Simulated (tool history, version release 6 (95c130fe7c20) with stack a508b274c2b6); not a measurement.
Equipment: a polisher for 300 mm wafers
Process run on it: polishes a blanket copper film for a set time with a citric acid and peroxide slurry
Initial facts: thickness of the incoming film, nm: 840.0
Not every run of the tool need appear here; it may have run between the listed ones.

| run | hour | flow of slurry (ml/min) | pressure of the wafer on the pad (kPa) | speed of the pad under the wafer (cm/s) | abrasive content of the slurry | polishing time (s) | film removed (angstrom) |
|---|---|---|---|---|---|---|---|
| 1 | 0.0 | 260 | 19.3 | 88 | 1.0 | 39 | 790.23 |
| 2 | 1.1 | 260 | 17.9 | 88 | 1.0 | 39 | 737.03 |
| 3 | 2.2 | 260 | 17.9 | 88 | 1.0 | 39 | 749.71 |
| 4 | 7.2 | 260 | 16.5 | 88 | 1.0 | 39 | 704.41 |
| 5 | 13.5 | 260 | 15.2 | 88 | 1.0 | 39 | 638.53 |
| 6 | 21.2 | 235 | 15.2 | 88 | 1.0 | 39 | 646.03 |
|  | 28.1 | slurry blender recalibrated |
| 7 | 28.1 | 235 | 14.5 | 88 | 1.0 | 39 | 644.86 |

Predict the results of run 8:
| 8 | 30.8 | 235 | 13.8 | 88 | 1.0 | 39 | ? |

film removed (angstrom): 616.85
